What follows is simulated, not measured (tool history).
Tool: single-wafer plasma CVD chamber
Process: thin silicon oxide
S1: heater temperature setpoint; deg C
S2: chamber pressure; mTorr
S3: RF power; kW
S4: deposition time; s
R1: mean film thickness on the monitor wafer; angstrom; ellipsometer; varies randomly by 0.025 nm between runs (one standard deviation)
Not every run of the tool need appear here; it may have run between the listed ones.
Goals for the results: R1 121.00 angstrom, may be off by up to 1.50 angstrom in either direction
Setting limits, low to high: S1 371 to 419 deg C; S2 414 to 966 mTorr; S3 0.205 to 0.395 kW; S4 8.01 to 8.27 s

run,hour,S1,S2,S3,S4,R1
1,0.0,395,690,0.300,8.01,127.22
2,5.3,395,685,0.300,8.01,127.00
3,11.2,395,799,0.300,8.01,145.62
4,19.7,395,799,0.265,8.01,134.16
5,23.5,395,785,0.265,8.01,132.22
6,31.0,391,785,0.265,8.01,132.53
7,39.2,391,773,0.265,8.01,130.52
8,46.6,391,763,0.265,8.01,129.50

Exactly one of the 4 candidate moves below puts every result within its allowed miss. Which one?
A,54.0,394,730,0.270,8.01,?
B,54.0,393,724,0.270,8.07,?
C,54.0,381,720,0.270,8.01,?
D,54.0,381,664,0.290,8.01,?

move,R1
A,125.64
B,125.70
C,125.12
D,121.69
A: moves toward the targets from the last run without getting all of them in spec
B: moves toward the targets from the last run without getting all of them in spec
C: moves toward the targets from the last run without getting all of them in spec
D: every result lands within tolerance
The move that meets every target is D.

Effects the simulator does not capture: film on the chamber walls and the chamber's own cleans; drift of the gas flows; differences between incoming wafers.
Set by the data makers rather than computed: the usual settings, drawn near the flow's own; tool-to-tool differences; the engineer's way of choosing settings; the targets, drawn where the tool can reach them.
